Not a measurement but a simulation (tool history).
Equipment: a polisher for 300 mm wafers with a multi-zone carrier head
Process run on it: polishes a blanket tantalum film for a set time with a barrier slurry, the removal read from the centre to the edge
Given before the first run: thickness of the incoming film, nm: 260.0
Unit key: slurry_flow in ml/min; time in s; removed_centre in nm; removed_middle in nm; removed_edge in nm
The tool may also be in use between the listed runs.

{"run": 1, "hour": 0.0, "slurry_flow": 135, "centre_zone": 1, "middle_zone": 1, "edge_zone": 1, "slurry_solids": 1, "time": 39, "removed_centre": 105.65, "removed_middle": 105.49, "removed_edge": 107.02}
{"run": 2, "hour": 0.8, "slurry_flow": 130, "centre_zone": 0.98, "middle_zone": 0.99, "edge_zone": 0.97, "slurry_solids": 0.9, "time": 37, "removed_centre": 96.112, "removed_middle": 99.707, "removed_edge": 95.457}
{"run": 3, "hour": 4.3, "slurry_flow": 125, "centre_zone": 0.97, "middle_zone": 0.96, "edge_zone": 0.98, "slurry_solids": 0.85, "time": 35, "removed_centre": 87.678, "removed_middle": 89.511, "removed_edge": 89.948}
{"run": 4, "hour": 12.9, "slurry_flow": 125, "centre_zone": 0.97, "middle_zone": 0.96, "edge_zone": 0.98, "slurry_solids": 0.85, "time": 31, "removed_centre": 77.983, "removed_middle": 80.702, "removed_edge": 79.142}
{"run": 5, "hour": 21.8, "slurry_flow": 150, "centre_zone": 0.97, "middle_zone": 0.96, "edge_zone": 0.98, "slurry_solids": 0.85, "time": 31, "removed_centre": 81.855, "removed_middle": 82.64, "removed_edge": 82.882}
{"run": 6, "hour": 30.6, "slurry_flow": 140, "centre_zone": 0.96, "middle_zone": 0.94, "edge_zone": 0.97, "slurry_solids": 0.8, "time": 31, "removed_centre": 78.998, "removed_middle": 79.755, "removed_edge": 79.712}
{"run": 7, "hour": 32.2, "slurry_flow": 135, "centre_zone": 0.95, "middle_zone": 0.92, "edge_zone": 0.96, "slurry_solids": 0.75, "time": 31, "removed_centre": 75.292, "removed_middle": 77.522, "removed_edge": 77.737}
{"run": 8, "hour": 32.9, "slurry_flow": 130, "centre_zone": 0.95, "middle_zone": 0.9, "edge_zone": 0.95, "slurry_solids": 0.7, "time": 31, "removed_centre": 74.399, "removed_middle": 76.011, "removed_edge": 76.196}
{"run": 9, "hour": 39.4, "slurry_flow": 125, "centre_zone": 0.95, "middle_zone": 0.89, "edge_zone": 0.95, "slurry_solids": 0.65, "time": 31, "removed_centre": 73.015, "removed_middle": 73.657, "removed_edge": 75.938}
{"run": 10, "hour": 43.4, "slurry_flow": 120, "centre_zone": 0.94, "middle_zone": 0.88, "edge_zone": 0.94, "slurry_solids": 0.6, "time": 31, "removed_centre": 69.051, "removed_middle": 70.983, "removed_edge": 73.511}
{"run": 11, "hour": 48.3, "slurry_flow": 115, "centre_zone": 0.94, "middle_zone": 0.87, "edge_zone": 0.92, "slurry_solids": 0.6, "time": 31, "removed_centre": 69.542, "removed_middle": 70.576, "removed_edge": 73.53}
{"run": 12, "hour": 52.6, "slurry_flow": 115, "centre_zone": 0.94, "middle_zone": 0.87, "edge_zone": 0.91, "slurry_solids": 0.6, "time": 30, "removed_centre": 67.356, "removed_middle": 66.677, "removed_edge": 68.481}

Run 13, settings as shown, results not yet in. Your forecast:
{"run": 13, "hour": 58.7, "slurry_flow": 115, "centre_zone": 0.94, "middle_zone": 0.87, "edge_zone": 0.91, "slurry_solids": 0.6, "time": 30, "removed_centre": "?", "removed_middle": "?", "removed_edge": "?"}

removed_centre: 67.816 nm
removed_middle: 68.383 nm
removed_edge: 67.797 nm

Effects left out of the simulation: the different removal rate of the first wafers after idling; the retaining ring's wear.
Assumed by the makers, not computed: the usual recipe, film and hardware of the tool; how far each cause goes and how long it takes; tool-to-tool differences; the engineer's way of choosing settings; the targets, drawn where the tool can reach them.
